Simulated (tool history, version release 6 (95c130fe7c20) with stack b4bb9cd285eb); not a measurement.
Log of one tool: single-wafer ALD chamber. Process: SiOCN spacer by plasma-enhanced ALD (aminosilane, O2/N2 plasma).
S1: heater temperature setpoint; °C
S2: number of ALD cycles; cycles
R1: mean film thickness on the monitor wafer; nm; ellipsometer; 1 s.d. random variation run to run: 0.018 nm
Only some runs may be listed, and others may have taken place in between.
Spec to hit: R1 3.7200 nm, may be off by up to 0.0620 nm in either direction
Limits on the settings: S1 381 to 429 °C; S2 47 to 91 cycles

| run | day | S1 | S2 | R1 |
|---|---|---|---|---|
| 1 | 0.000 | 405 | 69 | 4.0933 |
| 2 | 0.071 | 409 | 68 | 3.9922 |
| 3 | 0.179 | 412 | 67 | 3.8473 |
| 4 | 0.408 | 406 | 67 | 3.9166 |
| 5 | 0.575 | 409 | 66 | 3.8440 |
| 6 | 0.692 | 409 | 71 | 4.1900 |
| 7 | 0.796 | 413 | 69 | 4.0009 |
| 8 | 1.042 | 413 | 69 | 3.9656 |
| 9 | 1.158 | 417 | 69 | 3.9426 |
| 10 | 1.533 | 417 | 69 | 3.9471 |
| 11 | 1.683 | 419 | 68 | 3.8508 |
| 12 | 1.854 | 421 | 68 | 3.8730 |

Consider the 5 candidate settings below. Which is the only one whose results all fall within their allowed miss of target?
| A | 2.025 | 421 | 64 | ? |
| B | 2.025 | 418 | 70 | ? |
| C | 2.025 | 424 | 71 | ? |
| D | 2.025 | 420 | 66 | ? |
| E | 2.025 | 408 | 61 | ? |

| move | R1 |
|---|---|
| A | 3.6172 |
| B | 3.9895 |
| C | 3.9791 |
| D | 3.7406 |
| E | 3.5731 |
A: the result that was furthest off in the last run now lies on the other side of its target
B: moves away from the targets compared with the last run
C: moves away from the targets compared with the last run
D: hits every target within its allowed miss
E: the result that was furthest off in the last run now lies on the other side of its target
The move that meets every target is D.
